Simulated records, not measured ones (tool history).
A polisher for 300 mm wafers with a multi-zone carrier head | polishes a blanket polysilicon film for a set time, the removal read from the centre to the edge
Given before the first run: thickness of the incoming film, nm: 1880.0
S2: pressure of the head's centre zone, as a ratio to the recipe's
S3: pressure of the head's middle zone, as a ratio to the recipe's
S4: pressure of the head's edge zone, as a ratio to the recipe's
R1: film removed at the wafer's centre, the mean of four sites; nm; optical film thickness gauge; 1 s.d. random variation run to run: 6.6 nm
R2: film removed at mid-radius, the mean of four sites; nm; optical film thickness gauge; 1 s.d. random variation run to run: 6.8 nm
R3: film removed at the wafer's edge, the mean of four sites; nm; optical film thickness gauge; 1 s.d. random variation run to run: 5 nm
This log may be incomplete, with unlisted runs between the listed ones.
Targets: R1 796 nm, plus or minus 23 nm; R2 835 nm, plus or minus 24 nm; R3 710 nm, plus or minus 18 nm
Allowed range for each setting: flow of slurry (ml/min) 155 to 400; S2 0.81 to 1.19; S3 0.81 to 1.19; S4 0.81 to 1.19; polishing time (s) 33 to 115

{"run": 1, "day": 0.0, "flow of slurry (ml/min)": 255, "S2": 1, "S3": 1, "S4": 1, "polishing time (s)": 73, "R1": 649.44, "R2": 671.03, "R3": 681.01}
{"run": 2, "day": 0.296, "flow of slurry (ml/min)": 255, "S2": 1, "S3": 0.97, "S4": 1, "polishing time (s)": 73, "R1": 652.01, "R2": 650.81, "R3": 669.4}
{"run": 3, "day": 0.633, "flow of slurry (ml/min)": 275, "S2": 1.03, "S3": 1.02, "S4": 0.97, "polishing time (s)": 73, "R1": 668.45, "R2": 680.12, "R3": 662.38}
{"run": 4, "day": 0.929, "flow of slurry (ml/min)": 320, "S2": 1.03, "S3": 1.02, "S4": 0.97, "polishing time (s)": 73, "R1": 689.31, "R2": 696.3, "R3": 667.59}
{"run": 5, "day": 1.179, "flow of slurry (ml/min)": 320, "S2": 1.03, "S3": 1.02, "S4": 0.9, "polishing time (s)": 73, "R1": 689.53, "R2": 691.54, "R3": 642.32}
{"run": 6, "day": 1.358, "flow of slurry (ml/min)": 320, "S2": 1.03, "S3": 1.09, "S4": 0.9, "polishing time (s)": 73, "R1": 681.5, "R2": 725.91, "R3": 652.25}
{"run": 7, "day": 1.579, "flow of slurry (ml/min)": 330, "S2": 1.05, "S3": 1.11, "S4": 0.91, "polishing time (s)": 74, "R1": 708.5, "R2": 752.45, "R3": 660.67}
{"run": 8, "day": 1.904, "flow of slurry (ml/min)": 335, "S2": 1.07, "S3": 1.13, "S4": 0.93, "polishing time (s)": 75, "R1": 729.48, "R2": 765.46, "R3": 674.41}

5 candidate next runs follow, results not yet known. Just one meets every target within its allowed miss. Identify it.
{"run": "A", "day": 2.229, "flow of slurry (ml/min)": 380, "S2": 0.92, "S3": 1.19, "S4": 0.87, "polishing time (s)": 79, "R1": "?", "R2": "?", "R3": "?"}
{"run": "B", "day": 2.229, "flow of slurry (ml/min)": 320, "S2": 0.98, "S3": 1.05, "S4": 0.99, "polishing time (s)": 76, "R1": "?", "R2": "?", "R3": "?"}
{"run": "C", "day": 2.229, "flow of slurry (ml/min)": 255, "S2": 1.09, "S3": 1.08, "S4": 1.01, "polishing time (s)": 74, "R1": "?", "R2": "?", "R3": "?"}
{"run": "D", "day": 2.229, "flow of slurry (ml/min)": 330, "S2": 1.05, "S3": 1.11, "S4": 0.82, "polishing time (s)": 83, "R1": "?", "R2": "?", "R3": "?"}
{"run": "E", "day": 2.229, "flow of slurry (ml/min)": 330, "S2": 1.02, "S3": 1, "S4": 1.05, "polishing time (s)": 78, "R1": "?", "R2": "?", "R3": "?"}

move=A R1=673.34 R2=853.66 R3=703.47
move=B R1=671.12 R2=741.44 R3=705.44
move=C R1=697.12 R2=720.96 R3=681.51
move=D R1=777.88 R2=843.87 R3=717.67
move=E R1=713.4 R2=737.5 R3=743.56
A: brings the result that was furthest off to its target, and leaves another outside
B: its largest miss is bigger than the last run's
C: its largest miss is bigger than the last run's
D: meets every target
E: its largest miss is bigger than the last run's
Correct choice: D, which meets every target
